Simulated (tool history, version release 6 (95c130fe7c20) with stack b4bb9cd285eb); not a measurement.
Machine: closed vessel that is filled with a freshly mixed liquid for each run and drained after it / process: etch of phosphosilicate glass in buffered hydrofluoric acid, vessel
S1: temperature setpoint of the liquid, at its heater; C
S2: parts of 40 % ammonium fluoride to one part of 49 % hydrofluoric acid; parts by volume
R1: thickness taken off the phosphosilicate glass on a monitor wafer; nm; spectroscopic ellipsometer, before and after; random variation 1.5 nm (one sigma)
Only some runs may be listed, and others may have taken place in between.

Run 1, hour 0.0: S1 21.0 C, S2 11.5 parts by volume, time in the liquid (s) 35. Result: R1 136.830 nm.
Run 2, hour 8.8: S1 22.0 C, S2 11.0 parts by volume, time in the liquid (s) 35. Result: R1 150.470 nm.
Run 3, hour 16.9: S1 19.5 C, S2 11.0 parts by volume, time in the liquid (s) 35. Result: R1 129.560 nm.
Run 4, hour 24.5: S1 19.5 C, S2 13.5 parts by volume, time in the liquid (s) 35. Result: R1 106.630 nm.
Run 5, hour 25.7: S1 19.5 C, S2 13.5 parts by volume, time in the liquid (s) 30. Result: R1 92.259 nm.
Run 6, hour 33.9: S1 21.0 C, S2 13.0 parts by volume, time in the liquid (s) 30. Result: R1 102.910 nm.

What does the tool deliver on the next run?
Run 7, hour 42.3: S1 22.0 C, S2 12.0 parts by volume, time in the liquid (s) 30. Result: R1 ?.

{"run 7": {"R1": 118.49}}
